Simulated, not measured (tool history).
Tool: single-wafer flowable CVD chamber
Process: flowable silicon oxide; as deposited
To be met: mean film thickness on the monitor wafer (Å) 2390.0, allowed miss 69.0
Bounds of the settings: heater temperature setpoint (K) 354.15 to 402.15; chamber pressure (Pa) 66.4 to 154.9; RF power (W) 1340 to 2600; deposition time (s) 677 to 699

run,hour,heater temperature setpoint (K),chamber pressure (Pa),RF power (W),deposition time (s),mean film thickness on the monitor wafer (Å)
1,0.0,378.15,110.7,1970,677,4240.6
2,2.6,384.15,110.7,1970,677,3363.6
3,11.4,387.15,110.5,1970,677,3024.7
4,15.0,387.15,110.5,2250,677,3085.2
5,20.8,387.15,110.5,2250,699,3172.7
6,25.7,389.15,110.4,2250,699,2979.3
7,31.0,391.15,110.3,2250,699,2761.7
8,31.8,392.15,110.3,2250,699,2668.9
9,33.9,392.15,110.3,2250,699,2661.7
10,34.9,393.15,110.3,2250,699,2576.5
# hour 42.8: thermocouple changed; heater temperature recalibrated
11,42.8,394.15,110.3,2250,699,2285.7

5 next moves are on the table. One of them brings every result within its allowed miss. Which?
A,50.7,400.15,132.3,2335,677,?
B,50.7,398.15,119.6,2330,677,?
C,50.7,396.15,111.6,2330,677,?
D,50.7,395.15,110.3,2315,698,?
E,50.7,393.15,110.8,2350,697,?

move,mean film thickness on the monitor wafer (Å)
A,2207.9
B,2127.9
C,2111.6
D,2216.4
E,2367.8
A: further off than the last run
B: further off than the last run
C: further off than the last run
D: further off than the last run
E: meets every target
The right move is E.
